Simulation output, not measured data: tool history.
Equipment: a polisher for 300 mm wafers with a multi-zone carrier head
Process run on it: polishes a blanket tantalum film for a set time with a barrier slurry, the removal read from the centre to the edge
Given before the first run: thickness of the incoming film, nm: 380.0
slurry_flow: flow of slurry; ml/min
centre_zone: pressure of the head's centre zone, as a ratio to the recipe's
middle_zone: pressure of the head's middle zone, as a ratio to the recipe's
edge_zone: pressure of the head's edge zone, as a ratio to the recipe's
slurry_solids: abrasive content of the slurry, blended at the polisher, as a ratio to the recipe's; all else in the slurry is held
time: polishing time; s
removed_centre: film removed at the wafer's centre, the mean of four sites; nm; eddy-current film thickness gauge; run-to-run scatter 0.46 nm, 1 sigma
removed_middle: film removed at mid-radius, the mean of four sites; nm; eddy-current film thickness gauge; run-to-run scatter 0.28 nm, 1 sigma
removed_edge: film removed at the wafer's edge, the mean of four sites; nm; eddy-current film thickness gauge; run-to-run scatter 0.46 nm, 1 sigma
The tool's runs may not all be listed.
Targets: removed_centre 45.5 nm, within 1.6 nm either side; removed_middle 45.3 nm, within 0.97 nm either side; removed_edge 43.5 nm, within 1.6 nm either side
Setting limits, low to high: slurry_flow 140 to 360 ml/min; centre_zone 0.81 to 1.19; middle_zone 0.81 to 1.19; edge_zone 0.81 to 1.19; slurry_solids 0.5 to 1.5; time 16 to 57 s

| run | hour | slurry_flow | centre_zone | middle_zone | edge_zone | slurry_solids | time | removed_centre | removed_middle | removed_edge |
|---|---|---|---|---|---|---|---|---|---|---|
| 1 | 0 | 230 | 1 | 1 | 1 | 1 | 36 | 64.194 | 63.356 | 63.237 |
| 2 | 7.7 | 230 | 0.96 | 1 | 1 | 1 | 36 | 61.285 | 62.777 | 63.492 |
| 3 | 11.1 | 230 | 0.96 | 1 | 0.98 | 0.95 | 35 | 58.011 | 59.341 | 61.274 |
| 4 | 19.8 | 230 | 0.96 | 1 | 1.05 | 0.95 | 35 | 57.79 | 59.432 | 62.825 |
| 5 | 25.2 | 230 | 0.97 | 1.01 | 1.02 | 0.9 | 34 | 56.412 | 58.106 | 59.06 |
| 6 | 31.8 | 230 | 1.03 | 1.01 | 1.02 | 0.9 | 34 | 58.106 | 58.462 | 58.412 |
| 7 | 35.1 | 230 | 1.04 | 1.01 | 1 | 0.85 | 34 | 59.728 | 57.802 | 57.543 |
| 8 | 36.1 | 230 | 1.03 | 1.01 | 0.98 | 0.8 | 33 | 56.269 | 54.492 | 53.032 |
| 9 | 44.8 | 230 | 1.03 | 1.01 | 0.98 | 0.8 | 33 | 55.248 | 54.102 | 54.829 |
| 10 | 53.3 | 230 | 1.03 | 1.02 | 0.96 | 0.75 | 33 | 54.906 | 53.728 | 52.046 |
| 11 | 55.7 | 225 | 1.02 | 1.02 | 0.94 | 0.7 | 33 | 52.284 | 51.756 | 51.823 |
| 12 | 60 | 230 | 1.02 | 1.02 | 0.93 | 0.7 | 33 | 53.712 | 52.637 | 51.48 |
| 13 | 63.8 | 225 | 1.02 | 1.02 | 0.92 | 0.7 | 33 | 53.114 | 52.29 | 50.501 |
| 14 | 70 | 220 | 1.02 | 1.02 | 0.91 | 0.7 | 33 | 52.961 | 52.839 | 50.448 |
| 15 | 76.2 | 215 | 1.02 | 1.01 | 0.9 | 0.7 | 33 | 52.239 | 51.733 | 49.997 |

Consider the 5 candidate settings below. Which is the only one whose results all fall within their allowed miss of target?
| A | 82.4 | 140 | 1 | 0.99 | 0.84 | 0.6 | 32 | ? | ? | ? |
| B | 82.4 | 245 | 0.98 | 0.91 | 0.92 | 0.7 | 40 | ? | ? | ? |
| C | 82.4 | 165 | 1 | 1.12 | 0.85 | 0.7 | 38 | ? | ? | ? |
| D | 82.4 | 270 | 1.04 | 0.92 | 0.88 | 0.55 | 40 | ? | ? | ? |
| E | 82.4 | 155 | 1.02 | 1.11 | 0.86 | 0.6 | 29 | ? | ? | ? |

| move | removed_centre | removed_middle | removed_edge |
|---|---|---|---|
| A | 45.831 | 45.279 | 42.996 |
| B | 62.775 | 58.521 | 61.39 |
| C | 58.435 | 63.944 | 54.631 |
| D | 61.379 | 54.729 | 55.639 |
| E | 42.769 | 45.668 | 39.597 |
A: all results land within tolerance of their targets
B: misses by more than the last run did
C: misses by more than the last run did
D: misses by more than the last run did
E: brings the result that was furthest off to its target, and leaves another outside
A meets every target.
